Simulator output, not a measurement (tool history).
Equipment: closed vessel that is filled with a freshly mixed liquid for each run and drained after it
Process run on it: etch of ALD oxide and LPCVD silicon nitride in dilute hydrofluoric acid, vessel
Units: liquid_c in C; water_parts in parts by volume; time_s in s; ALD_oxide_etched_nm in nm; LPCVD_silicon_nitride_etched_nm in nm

| run | hour | liquid_c | water_parts | time_s | ALD_oxide_etched_nm | LPCVD_silicon_nitride_etched_nm |
|---|---|---|---|---|---|---|
| 1 | 0.0 | 22.0 | 70 | 60 | 11.4360 | 0.45628 |
| 2 | 8.4 | 22.0 | 85 | 60 | 9.2375 | 0.36325 |
| 3 | 14.2 | 25.5 | 85 | 60 | 10.4770 | 0.50384 |
| 4 | 22.1 | 24.0 | 100 | 60 | 8.2972 | 0.35225 |
| 5 | 24.2 | 24.0 | 100 | 45 | 6.1471 | 0.27777 |
| 6 | 26.0 | 24.0 | 110 | 45 | 5.6123 | 0.25100 |
| 7 | 28.9 | 23.5 | 115 | 45 | 5.1999 | 0.22928 |
| 8 | 37.5 | 23.0 | 115 | 45 | 5.0996 | 0.21148 |
| 9 | 43.2 | 23.0 | 120 | 45 | 4.9045 | 0.20671 |

For run 10, what comes out?
|  | 45.6 | hydrofluoric acid flow meter replaced |
| 10 | 45.6 | 23.5 | 125 | 45 | ? | ? |

Run 10 came out at ALD_oxide_etched_nm 4.3177 nm, LPCVD_silicon_nitride_etched_nm 0.21605 nm.

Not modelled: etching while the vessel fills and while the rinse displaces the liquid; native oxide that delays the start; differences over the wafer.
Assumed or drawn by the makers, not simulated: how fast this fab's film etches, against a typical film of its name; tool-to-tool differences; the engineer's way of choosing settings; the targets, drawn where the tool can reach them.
